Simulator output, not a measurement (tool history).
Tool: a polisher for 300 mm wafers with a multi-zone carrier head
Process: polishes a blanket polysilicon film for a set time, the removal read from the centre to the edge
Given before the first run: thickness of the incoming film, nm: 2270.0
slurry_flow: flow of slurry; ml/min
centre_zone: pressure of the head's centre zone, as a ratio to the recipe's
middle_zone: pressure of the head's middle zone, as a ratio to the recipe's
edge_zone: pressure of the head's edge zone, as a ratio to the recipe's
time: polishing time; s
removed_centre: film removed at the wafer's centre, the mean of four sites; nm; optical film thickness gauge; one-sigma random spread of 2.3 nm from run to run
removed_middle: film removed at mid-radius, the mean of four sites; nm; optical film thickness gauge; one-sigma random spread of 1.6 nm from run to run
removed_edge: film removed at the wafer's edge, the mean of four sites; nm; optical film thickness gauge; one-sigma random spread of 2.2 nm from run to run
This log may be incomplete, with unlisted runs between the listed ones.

{"run": 1, "day": 0.0, "slurry_flow": 145, "centre_zone": 1.0, "middle_zone": 1.0, "edge_zone": 1.0, "time": 37, "removed_centre": 270.08, "removed_middle": 278.16, "removed_edge": 266.08}
{"run": 2, "day": 0.242, "slurry_flow": 145, "centre_zone": 1.0, "middle_zone": 0.99, "edge_zone": 0.99, "time": 35, "removed_centre": 254.25, "removed_middle": 262.98, "removed_edge": 249.67}
{"run": 3, "day": 0.3, "slurry_flow": 120, "centre_zone": 1.0, "middle_zone": 0.99, "edge_zone": 0.99, "time": 35, "removed_centre": 248.58, "removed_middle": 252.89, "removed_edge": 253.0}
{"run": 4, "day": 0.488, "slurry_flow": 120, "centre_zone": 1.0, "middle_zone": 0.99, "edge_zone": 0.99, "time": 31, "removed_centre": 225.04, "removed_middle": 224.91, "removed_edge": 222.67}
{"run": 5, "day": 0.704, "slurry_flow": 125, "centre_zone": 1.0, "middle_zone": 0.98, "edge_zone": 0.98, "time": 30, "removed_centre": 218.56, "removed_middle": 217.35, "removed_edge": 215.01}
{"run": 6, "day": 0.767, "slurry_flow": 145, "centre_zone": 1.0, "middle_zone": 0.98, "edge_zone": 0.98, "time": 30, "removed_centre": 227.0, "removed_middle": 221.38, "removed_edge": 220.41}

Run 7 comes next. What will it give?
{"run": 7, "day": 1.062, "slurry_flow": 145, "centre_zone": 1.0, "middle_zone": 0.98, "edge_zone": 0.97, "time": 29, "removed_centre": "?", "removed_middle": "?", "removed_edge": "?"}

{"run 7": {"removed_centre": 216.32, "removed_middle": 213.09, "removed_edge": 205.12}}
